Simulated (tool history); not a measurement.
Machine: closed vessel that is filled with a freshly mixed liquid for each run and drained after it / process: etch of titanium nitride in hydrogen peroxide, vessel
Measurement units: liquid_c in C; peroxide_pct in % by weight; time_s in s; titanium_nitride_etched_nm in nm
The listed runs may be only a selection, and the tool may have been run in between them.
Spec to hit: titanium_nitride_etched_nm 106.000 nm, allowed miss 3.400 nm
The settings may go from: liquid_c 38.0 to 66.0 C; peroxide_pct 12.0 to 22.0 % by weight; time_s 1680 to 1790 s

run	hour	liquid_c	peroxide_pct	time_s	titanium_nitride_etched_nm
1	0.0	54.0	15.0	1680	45.076
2	1.9	56.0	15.0	1680	51.559
3	10.8	56.0	15.0	1790	54.053
4	18.4	61.0	15.0	1790	78.535
5	20.6	61.5	15.0	1790	80.130
6	25.6	62.0	15.0	1790	83.952
7	27.3	62.5	15.0	1790	84.938
8	28.5	63.0	15.0	1790	88.470

Of the 4 settings listed for the next run, only one would bring every result within its allowed miss of target. Which one?
A	29.7	65.0	18.5	1790	?
B	29.7	62.0	17.0	1680	?
C	29.7	60.5	12.0	1680	?
D	29.7	59.5	15.5	1680	?

move	titanium_nitride_etched_nm
A	104.070
B	78.427
C	65.817
D	64.840
A: in spec on every target
B: lands further from the targets than the last run did
C: lands further from the targets than the last run did
D: lands further from the targets than the last run did
The move that meets every target is A.

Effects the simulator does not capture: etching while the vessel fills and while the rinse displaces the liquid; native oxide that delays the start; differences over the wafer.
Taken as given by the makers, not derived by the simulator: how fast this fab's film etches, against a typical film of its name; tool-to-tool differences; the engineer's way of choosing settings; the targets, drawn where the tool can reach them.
